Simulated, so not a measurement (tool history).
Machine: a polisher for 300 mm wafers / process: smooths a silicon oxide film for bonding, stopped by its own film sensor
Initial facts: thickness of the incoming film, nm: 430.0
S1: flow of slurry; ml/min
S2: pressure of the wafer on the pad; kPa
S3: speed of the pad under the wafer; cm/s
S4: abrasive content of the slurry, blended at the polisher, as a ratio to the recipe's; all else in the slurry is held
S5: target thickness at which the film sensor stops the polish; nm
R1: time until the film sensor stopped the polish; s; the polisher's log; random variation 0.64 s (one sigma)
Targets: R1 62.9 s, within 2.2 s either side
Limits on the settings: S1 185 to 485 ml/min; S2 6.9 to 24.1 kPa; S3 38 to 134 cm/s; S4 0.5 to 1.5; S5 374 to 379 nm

{"run": 1, "hour": 0.0, "S1": 310, "S2": 15.2, "S3": 86, "S4": 1, "S5": 374, "R1": 102.1}
{"run": 2, "hour": 7.7, "S1": 310, "S2": 15.2, "S3": 86, "S4": 1, "S5": 374, "R1": 102.59}
{"run": 3, "hour": 9.2, "S1": 310, "S2": 15.9, "S3": 86, "S4": 1, "S5": 374, "R1": 97.619}
{"run": 4, "hour": 15.0, "S1": 310, "S2": 16.5, "S3": 86, "S4": 1, "S5": 374, "R1": 93.218}
{"run": 5, "hour": 17.5, "S1": 310, "S2": 16.5, "S3": 86, "S4": 1, "S5": 374, "R1": 94.584}
{"run": 6, "hour": 21.4, "S1": 310, "S2": 16.5, "S3": 86, "S4": 1, "S5": 379, "R1": 86.021}
{"run": 7, "hour": 23.7, "S1": 310, "S2": 20.7, "S3": 88, "S4": 1, "S5": 379, "R1": 68.8}
{"run": 8, "hour": 27.8, "S1": 310, "S2": 21.4, "S3": 88, "S4": 1, "S5": 379, "R1": 66.343}

Which of these 5 next moves meets every target?
{"run": "A", "hour": 31.9, "S1": 325, "S2": 22.1, "S3": 84, "S4": 0.95, "S5": 379, "R1": "?"}
{"run": "B", "hour": 31.9, "S1": 245, "S2": 22.1, "S3": 88, "S4": 0.9, "S5": 379, "R1": "?"}
{"run": "C", "hour": 31.9, "S1": 315, "S2": 21.4, "S3": 98, "S4": 0.85, "S5": 379, "R1": "?"}
{"run": "D", "hour": 31.9, "S1": 290, "S2": 20, "S3": 84, "S4": 1, "S5": 379, "R1": "?"}
{"run": "E", "hour": 31.9, "S1": 250, "S2": 23.4, "S3": 96, "S4": 1.05, "S5": 374, "R1": "?"}

move=A R1=67.841
move=B R1=70.546
move=C R1=68.987
move=D R1=72.992
move=E R1=62.101
A: moves away from the targets compared with the last run
B: moves away from the targets compared with the last run
C: moves away from the targets compared with the last run
D: moves away from the targets compared with the last run
E: meets every target
Move E is the one to make.

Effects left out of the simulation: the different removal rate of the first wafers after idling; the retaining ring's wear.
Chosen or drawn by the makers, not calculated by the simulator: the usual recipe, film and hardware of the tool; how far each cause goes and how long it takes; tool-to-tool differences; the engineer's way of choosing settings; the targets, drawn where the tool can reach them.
